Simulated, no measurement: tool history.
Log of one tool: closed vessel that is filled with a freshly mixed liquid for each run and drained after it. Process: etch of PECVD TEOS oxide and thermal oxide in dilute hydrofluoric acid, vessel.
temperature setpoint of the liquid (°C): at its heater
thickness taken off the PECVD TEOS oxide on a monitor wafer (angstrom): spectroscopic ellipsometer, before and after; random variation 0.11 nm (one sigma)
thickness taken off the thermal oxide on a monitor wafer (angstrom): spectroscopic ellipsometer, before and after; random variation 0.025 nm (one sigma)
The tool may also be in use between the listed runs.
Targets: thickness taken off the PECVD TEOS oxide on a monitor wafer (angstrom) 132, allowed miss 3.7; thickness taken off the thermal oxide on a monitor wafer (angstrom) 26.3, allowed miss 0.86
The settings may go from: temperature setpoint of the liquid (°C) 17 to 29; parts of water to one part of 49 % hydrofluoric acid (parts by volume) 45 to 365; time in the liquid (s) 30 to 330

run	hour	temperature setpoint of the liquid (°C)	parts of water to one part of 49 % hydrofluoric acid (parts by volume)	time in the liquid (s)	thickness taken off the PECVD TEOS oxide on a monitor wafer (angstrom)	thickness taken off the thermal oxide on a monitor wafer (angstrom)
1	0	21	205	170	163.42	32.747
2	9.1	18.5	205	170	150.83	29.268
3	16	18.5	210	170	143.66	28.727
4	25.3	18.5	270	170	107.48	21.286
5	32.6	19	270	170	107.73	21.476
6	40.1	19	320	170	87.438	17.471
7	42.3	20	320	170	91.721	17.916
8	48.4	21	320	170	93.732	18.76
9	55.2	21	320	170	94.211	18.584
10	64	22	320	170	96.72	19.378
11	65.8	26	290	170	128.11	25.384

Which of these 5 next moves meets every target?
A	67.6	28	320	190	?	?
B	67.6	28	315	170	?	?
C	67.6	28.5	305	160	?	?
D	67.6	29	305	160	?	?
E	67.6	17	300	235	?	?

move	thickness taken off the PECVD TEOS oxide on a monitor wafer (angstrom)	thickness taken off the thermal oxide on a monitor wafer (angstrom)
A	133.44	26.69
B	121.92	24.386
C	121.74	24.35
D	123.74	24.75
E	121.77	24.356
A: meets every target
B: further off than the last run
C: further off than the last run
D: further off than the last run
E: further off than the last run
Move A is the one to make.
